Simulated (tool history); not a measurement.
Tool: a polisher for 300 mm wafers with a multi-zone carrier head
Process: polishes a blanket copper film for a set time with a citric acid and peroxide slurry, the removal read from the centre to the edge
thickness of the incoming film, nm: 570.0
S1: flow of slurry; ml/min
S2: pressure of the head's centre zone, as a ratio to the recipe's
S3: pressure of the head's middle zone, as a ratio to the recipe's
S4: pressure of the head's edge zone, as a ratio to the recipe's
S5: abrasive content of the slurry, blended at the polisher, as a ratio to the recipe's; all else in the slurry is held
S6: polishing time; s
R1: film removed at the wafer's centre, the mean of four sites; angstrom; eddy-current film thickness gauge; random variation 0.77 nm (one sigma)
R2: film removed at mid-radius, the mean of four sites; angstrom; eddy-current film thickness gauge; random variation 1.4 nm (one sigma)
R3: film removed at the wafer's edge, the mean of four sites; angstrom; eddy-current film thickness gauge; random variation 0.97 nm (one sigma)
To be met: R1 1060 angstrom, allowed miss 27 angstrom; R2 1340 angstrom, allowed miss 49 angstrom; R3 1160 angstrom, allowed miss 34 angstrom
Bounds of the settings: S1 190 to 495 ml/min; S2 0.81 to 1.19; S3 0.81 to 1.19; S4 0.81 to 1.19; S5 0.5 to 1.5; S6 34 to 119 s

run 1 hour=0 | S1=320 S2=1 S3=1 S4=1 S5=1 S6=76 | R1=1731.8 R2=1748.6 R3=1585.1
run 2 hour=6.7 | S1=320 S2=0.97 S3=1 S4=1 S5=1 S6=76 | R1=1671.8 R2=1731.4 R3=1614.4
run 3 hour=12.2 | S1=320 S2=0.97 S3=1 S4=1 S5=1 S6=63 | R1=1389.6 R2=1462.4 R3=1332.3
run 4 hour=18.6 | S1=310 S2=0.93 S3=1.01 S4=0.96 S5=0.9 S6=63 | R1=1281.4 R2=1424.3 R3=1268
run 5 hour=21.2 | S1=300 S2=0.9 S3=1.01 S4=0.93 S5=0.9 S6=63 | R1=1251.5 R2=1406.5 R3=1253.2
-- hour=30.2 edge zone pressure recalibrated
run 6 hour=30.2 | S1=295 S2=0.88 S3=1.02 S4=0.92 S5=0.85 S6=63 | R1=1188.3 R2=1381.1 R3=1290.2
run 7 hour=35.1 | S1=315 S2=0.88 S3=1.04 S4=0.9 S5=0.8 S6=62 | R1=1181.7 R2=1378.9 R3=1234
run 8 hour=35.8 | S1=305 S2=0.87 S3=1.05 S4=0.88 S5=0.75 S6=62 | R1=1131.9 R2=1307.7 R3=1193.7
run 9 hour=39.5 | S1=300 S2=0.86 S3=1.08 S4=0.87 S5=0.75 S6=62 | R1=1131.1 R2=1371.4 R3=1181.5

5 next moves are on the table. One of them brings every result within its allowed miss. Which?
run A hour=43.2 | S1=340 S2=0.86 S3=1.18 S4=0.89 S5=0.8 S6=59 | R1=? R2=? R3=?
run B hour=43.2 | S1=355 S2=0.81 S3=1.04 S4=0.81 S5=1.2 S6=54 | R1=? R2=? R3=?
run C hour=43.2 | S1=315 S2=0.82 S3=1 S4=0.86 S5=0.7 S6=65 | R1=? R2=? R3=?
run D hour=43.2 | S1=230 S2=0.87 S3=1.01 S4=0.95 S5=0.95 S6=61 | R1=? R2=? R3=?
run E hour=43.2 | S1=360 S2=0.87 S3=1.07 S4=0.85 S5=0.8 S6=59 | R1=? R2=? R3=?

move=A R1=1092.1 R2=1390.6 R3=1187
move=B R1=1058.6 R2=1325.7 R3=1175.3
move=C R1=1101.9 R2=1337.9 R3=1240.5
move=D R1=1137.5 R2=1321.1 R3=1274.7
move=E R1=1109.1 R2=1322.5 R3=1173.4
A: nearer than the last run, and not there yet
B: meets every target
C: nearer than the last run, and not there yet
D: further off than the last run
E: nearer than the last run, and not there yet
The right move is B.

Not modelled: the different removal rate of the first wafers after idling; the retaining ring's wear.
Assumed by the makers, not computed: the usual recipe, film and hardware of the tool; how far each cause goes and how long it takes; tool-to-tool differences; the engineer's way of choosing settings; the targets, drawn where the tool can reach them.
